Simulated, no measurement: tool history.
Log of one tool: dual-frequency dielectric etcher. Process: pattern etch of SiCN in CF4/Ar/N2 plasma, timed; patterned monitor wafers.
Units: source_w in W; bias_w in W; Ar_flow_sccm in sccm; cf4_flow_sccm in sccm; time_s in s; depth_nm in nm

Run 1, hour 0: source_w 490 W, bias_w 67 W, Ar_flow_sccm 130 sccm, cf4_flow_sccm 46 sccm, time_s 105.5 s. Result: depth_nm 95.016 nm.
Run 2, hour 7: source_w 470 W, bias_w 67 W, Ar_flow_sccm 130 sccm, cf4_flow_sccm 46 sccm, time_s 105.5 s. Result: depth_nm 91.511 nm.
Run 3, hour 15.1: source_w 470 W, bias_w 67 W, Ar_flow_sccm 130 sccm, cf4_flow_sccm 49 sccm, time_s 105.5 s. Result: depth_nm 92.564 nm.
Run 4, hour 18.7: source_w 470 W, bias_w 77 W, Ar_flow_sccm 130 sccm, cf4_flow_sccm 49 sccm, time_s 105.5 s. Result: depth_nm 97.989 nm.
Run 5, hour 22: source_w 470 W, bias_w 84 W, Ar_flow_sccm 130 sccm, cf4_flow_sccm 49 sccm, time_s 105.5 s. Result: depth_nm 103.01 nm.
Run 6, hour 24.6: source_w 470 W, bias_w 84 W, Ar_flow_sccm 146 sccm, cf4_flow_sccm 49 sccm, time_s 105.5 s. Result: depth_nm 101.02 nm.
Run 7, hour 33.4: source_w 440 W, bias_w 83 W, Ar_flow_sccm 146 sccm, cf4_flow_sccm 49 sccm, time_s 105.5 s. Result: depth_nm 93.766 nm.

The next listed run, before its measurement:
Run 8, hour 36.9: source_w 420 W, bias_w 83 W, Ar_flow_sccm 146 sccm, cf4_flow_sccm 49 sccm, time_s 105.5 s. Result: depth_nm ?.

Run 8 gave depth_nm 89.455 nm.
